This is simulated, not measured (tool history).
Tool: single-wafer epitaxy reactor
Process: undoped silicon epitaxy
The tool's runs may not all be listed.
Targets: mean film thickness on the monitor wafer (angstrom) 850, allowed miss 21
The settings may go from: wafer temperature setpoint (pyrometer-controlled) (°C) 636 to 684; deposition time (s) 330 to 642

run,hour,wafer temperature setpoint (pyrometer-controlled) (°C),deposition time (s),mean film thickness on the monitor wafer (angstrom)
1,0,660,486,990.53
2,6.6,665,486,1120.3
3,10.7,673,486,1353.2
4,14,665,486,1118.5
5,22.7,665,534,1231.4
6,29.6,660,533,1092.1
7,36.7,657,532,1004.2
8,44.1,657,532,1009.6
9,45.2,655,531,953.76

Which of these 5 next moves meets every target?
A,46.3,646,590,?
B,46.3,658,568,?
C,46.3,660,559,?
D,46.3,649,506,?
E,46.3,649,510,?

move,mean film thickness on the monitor wafer (angstrom)
A,855.58
B,1109.1
C,1146
D,791.08
E,797.33
A: meets every target
B: further off than the last run
C: further off than the last run
D: takes the result that was furthest off past its target
E: takes the result that was furthest off past its target
Move A is the one to make.
